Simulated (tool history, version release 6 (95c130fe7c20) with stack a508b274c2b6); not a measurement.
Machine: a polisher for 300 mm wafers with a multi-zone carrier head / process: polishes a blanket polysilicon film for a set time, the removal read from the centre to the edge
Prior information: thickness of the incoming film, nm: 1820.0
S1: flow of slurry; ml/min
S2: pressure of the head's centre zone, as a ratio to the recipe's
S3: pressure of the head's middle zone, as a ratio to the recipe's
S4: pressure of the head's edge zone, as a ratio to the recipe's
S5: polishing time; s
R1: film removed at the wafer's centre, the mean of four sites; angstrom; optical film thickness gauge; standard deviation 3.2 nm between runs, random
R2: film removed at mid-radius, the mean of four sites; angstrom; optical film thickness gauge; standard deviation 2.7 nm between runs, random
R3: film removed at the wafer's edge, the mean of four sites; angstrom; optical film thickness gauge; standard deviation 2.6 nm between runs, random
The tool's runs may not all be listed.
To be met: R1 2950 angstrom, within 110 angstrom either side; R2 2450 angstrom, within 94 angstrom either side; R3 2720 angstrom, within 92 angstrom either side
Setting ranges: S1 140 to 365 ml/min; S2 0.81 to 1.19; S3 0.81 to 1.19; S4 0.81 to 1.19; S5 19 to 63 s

run	day	S1	S2	S3	S4	S5	R1	R2	R3
1	0	235	1	1	1	41	3499.1	3457.7	3503
2	0.212	280	1	1	1	41	3560.8	3596.9	3574.6
3	0.312	265	1	0.95	0.96	39	3352.2	3274.1	3328.2
4	0.375	250	1.02	0.91	0.94	37	3262.4	2938.1	3049.5
5	0.55	235	1.01	0.88	0.93	36	3079.4	2773.3	2950.9
6	0.883	235	1.01	0.83	0.93	36	3089.5	2610	2986.7
7	0.979	225	1.01	0.82	0.91	36	3048.9	2597.5	2943.3
8	1.275	215	1.02	0.82	0.9	36	3085.7	2575	2885.8
9	1.546	205	1.02	0.82	0.89	36	3060.1	2576.1	2869.3
10	1.638	200	1.02	0.82	0.88	36	3121.7	2531.1	2866.5
11	1.942	200	1.01	0.82	0.87	36	3060.3	2573	2861.1
12	2.083	195	1.01	0.82	0.86	36	3025.7	2511.9	2832.2

5 candidate next runs follow, results not yet known. Just one meets every target within its allowed miss. Identify it.
A	2.225	170	1.07	0.9	0.84	34	?	?	?
B	2.225	140	0.95	0.81	0.98	39	?	?	?
C	2.225	275	1.03	0.83	0.9	33	?	?	?
D	2.225	260	1	0.91	0.82	35	?	?	?
E	2.225	185	0.96	0.81	0.96	36	?	?	?

move	R1	R2	R3
A	2989.2	2537.7	2539.9
B	2891.9	2555.9	3035
C	3027.6	2478.3	2686.9
D	3096.1	2818.1	2716.7
E	2887.1	2504.8	2896.2
A: carries the result that was furthest off beyond its target, to the other side
B: misses by more than the last run did
C: every result within its allowed miss
D: the furthest-off result lands on target, but another misses its tolerance
E: misses by more than the last run did
Go with C: it meets all targets.

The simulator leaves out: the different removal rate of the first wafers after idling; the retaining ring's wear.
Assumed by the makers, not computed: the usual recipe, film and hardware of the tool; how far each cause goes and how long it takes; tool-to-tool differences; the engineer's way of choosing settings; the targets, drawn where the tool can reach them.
